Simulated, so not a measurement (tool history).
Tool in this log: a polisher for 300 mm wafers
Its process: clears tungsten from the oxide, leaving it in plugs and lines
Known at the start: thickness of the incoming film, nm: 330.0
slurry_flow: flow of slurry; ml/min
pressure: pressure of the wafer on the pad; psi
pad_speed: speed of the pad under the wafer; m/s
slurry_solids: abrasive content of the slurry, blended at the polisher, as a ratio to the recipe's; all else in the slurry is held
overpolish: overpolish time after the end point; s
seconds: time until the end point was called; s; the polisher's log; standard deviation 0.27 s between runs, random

Run 1, day 0: slurry_flow 145 ml/min, pressure 3.9 psi, pad_speed 1.34 m/s, slurry_solids 1, overpolish 29 s. Result: seconds 47.394 s.
Run 2, day 0.058: slurry_flow 145 ml/min, pressure 3.9 psi, pad_speed 1.34 m/s, slurry_solids 1, overpolish 31 s. Result: seconds 47.423 s.
Run 3, day 0.208: slurry_flow 145 ml/min, pressure 3.9 psi, pad_speed 1.48 m/s, slurry_solids 1, overpolish 31 s. Result: seconds 43.296 s.
Run 4, day 0.358: slurry_flow 150 ml/min, pressure 4 psi, pad_speed 1.48 m/s, slurry_solids 1, overpolish 31 s. Result: seconds 41.528 s.
Run 5, day 0.558: slurry_flow 155 ml/min, pressure 4.1 psi, pad_speed 1.48 m/s, slurry_solids 1, overpolish 31 s. Result: seconds 40.23 s.
Run 6, day 0.608: slurry_flow 160 ml/min, pressure 4.2 psi, pad_speed 1.48 m/s, slurry_solids 1, overpolish 31 s. Result: seconds 39.324 s.
Run 7, day 0.729: slurry_flow 160 ml/min, pressure 4.3 psi, pad_speed 1.48 m/s, slurry_solids 1, overpolish 31 s. Result: seconds 38.389 s.
Run 8, day 1.038: slurry_flow 160 ml/min, pressure 4.4 psi, pad_speed 1.48 m/s, slurry_solids 1, overpolish 31 s. Result: seconds 38.149 s.
Run 9, day 1.4: slurry_flow 160 ml/min, pressure 4.5 psi, pad_speed 1.48 m/s, slurry_solids 1, overpolish 31 s. Result: seconds 37.173 s.

Run 10 comes next. What will it give?
Run 10, day 1.579: slurry_flow 185 ml/min, pressure 5.2 psi, pad_speed 1.48 m/s, slurry_solids 1, overpolish 31 s. Result: seconds ?.

seconds: 32.02 s

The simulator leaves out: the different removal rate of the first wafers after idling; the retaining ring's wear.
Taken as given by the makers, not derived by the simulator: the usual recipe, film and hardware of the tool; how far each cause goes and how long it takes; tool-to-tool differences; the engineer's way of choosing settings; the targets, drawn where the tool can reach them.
